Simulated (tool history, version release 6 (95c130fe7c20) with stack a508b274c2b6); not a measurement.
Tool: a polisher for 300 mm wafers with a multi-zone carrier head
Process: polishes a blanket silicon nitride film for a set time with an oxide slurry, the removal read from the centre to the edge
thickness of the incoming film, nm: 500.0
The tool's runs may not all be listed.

run,day,flow of slurry (ml/min),pressure of the head's centre zone,pressure of the head's middle zone,pressure of the head's edge zone,abrasive content of the slurry,polishing time (s),film removed at the wafer's centre (nm),film removed at mid-radius (nm),film removed at the wafer's edge (nm)
1,0,190,1,1,1,1,62,54.502,56.315,54.681
2,0.038,190,1,1.07,1,1,62,54.912,59.524,54.719
3,0.292,190,0.99,1.06,0.98,0.9,61,48.867,53.603,49.927
4,0.333,215,0.99,1.06,0.98,0.9,61,51.162,55.048,51.098
5,0.683,210,0.99,1.06,0.95,0.85,61,48.051,53.719,48.937
6,0.783,210,0.99,1.06,0.95,0.7,61,42.379,47.085,42.33
7,0.883,210,0.99,1.06,0.95,0.7,61,41.319,45.915,42.214
8,1.112,200,1,1.06,0.94,0.7,61,42.289,45.954,41.647
9,1.388,190,0.99,1.06,0.93,0.7,61,42.078,46.295,41.238

Forecast run 10:
10,1.679,185,0.98,1.05,0.93,0.7,61,?,?,?

Run 10 yielded film removed at the wafer's centre (nm) 41.212, film removed at mid-radius (nm) 44.67, film removed at the wafer's edge (nm) 41.361.

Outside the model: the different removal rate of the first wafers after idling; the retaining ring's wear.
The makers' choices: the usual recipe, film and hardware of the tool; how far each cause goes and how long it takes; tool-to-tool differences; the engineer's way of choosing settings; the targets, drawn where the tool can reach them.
